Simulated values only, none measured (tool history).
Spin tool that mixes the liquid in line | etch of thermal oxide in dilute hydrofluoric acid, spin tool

run	day	temperature setpoint of the liquid (°C)	parts of water to one part of 49 % hydrofluoric acid (parts by volume)	time under the liquid (s)	thickness taken off the thermal oxide on a monitor wafer (nm)
1	0.000	21.0	110	325	12.2460
2	0.342	17.5	110	325	10.7320
3	0.675	17.5	110	325	10.4810
4	0.942	17.5	110	345	11.2430
5	1.308	17.5	110	325	10.6140
6	1.596	17.5	120	325	9.6559
7	1.883	17.5	125	325	9.2680
8	2.112	17.5	130	325	8.8106
9	2.167	17.5	135	325	8.5056

Forecast run 10:
10	2.292	17.5	140	325	?

{"run 10": {"thickness taken off the thermal oxide on a monitor wafer (nm)": 8.1216}}

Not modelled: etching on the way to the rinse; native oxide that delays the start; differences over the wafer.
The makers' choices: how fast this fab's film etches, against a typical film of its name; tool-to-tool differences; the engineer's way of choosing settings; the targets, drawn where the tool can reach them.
